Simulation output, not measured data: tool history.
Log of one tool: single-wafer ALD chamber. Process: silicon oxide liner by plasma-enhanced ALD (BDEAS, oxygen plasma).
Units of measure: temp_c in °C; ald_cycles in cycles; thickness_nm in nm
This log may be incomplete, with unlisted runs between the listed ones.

run,hour,temp_c,ald_cycles,thickness_nm
1,0,315,33,2.6456
2,7.4,315,34,2.7273
3,15.2,315,35,2.8253
4,16.3,315,36,2.8658
5,23.8,322,36,2.8207
6,30.2,320,36,2.8695
7,35.4,320,36,2.8575

Expected results for the next run?
8,36.5,319,37,?

thickness_nm: 2.9198 nm
